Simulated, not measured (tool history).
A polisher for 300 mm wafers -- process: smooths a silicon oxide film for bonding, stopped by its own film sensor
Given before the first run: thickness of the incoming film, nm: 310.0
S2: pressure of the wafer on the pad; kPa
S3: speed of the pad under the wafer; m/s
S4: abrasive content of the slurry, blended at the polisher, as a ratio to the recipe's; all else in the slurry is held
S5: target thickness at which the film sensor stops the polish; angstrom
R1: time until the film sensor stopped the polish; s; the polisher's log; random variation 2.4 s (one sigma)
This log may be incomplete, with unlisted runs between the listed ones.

run 1 hour=0 | flow_of_slurry_(ml/min)=245 S2=12.4 S3=0.84 S4=1 S5=2530 | R1=106.88
run 2 hour=1.6 | flow_of_slurry_(ml/min)=225 S2=12.4 S3=0.84 S4=1 S5=2530 | R1=111.25
run 3 hour=10.2 | flow_of_slurry_(ml/min)=225 S2=12.4 S3=0.84 S4=1 S5=2530 | R1=110.57
run 4 hour=19 | flow_of_slurry_(ml/min)=225 S2=10.3 S3=0.84 S4=1 S5=2530 | R1=130.69
run 5 hour=26.1 | flow_of_slurry_(ml/min)=225 S2=10.3 S3=0.84 S4=1 S5=2530 | R1=127.58
run 6 hour=27.2 | flow_of_slurry_(ml/min)=225 S2=10.3 S3=0.84 S4=1 S5=2510 | R1=130.83
run 7 hour=28.7 | flow_of_slurry_(ml/min)=220 S2=9 S3=0.84 S4=1 S5=2510 | R1=148.11

The next listed run, before its measurement:
run 8 hour=33.3 | flow_of_slurry_(ml/min)=215 S2=8.3 S3=0.84 S4=1 S5=2510 | R1=?

Run 8 came out at R1 157.29 s.

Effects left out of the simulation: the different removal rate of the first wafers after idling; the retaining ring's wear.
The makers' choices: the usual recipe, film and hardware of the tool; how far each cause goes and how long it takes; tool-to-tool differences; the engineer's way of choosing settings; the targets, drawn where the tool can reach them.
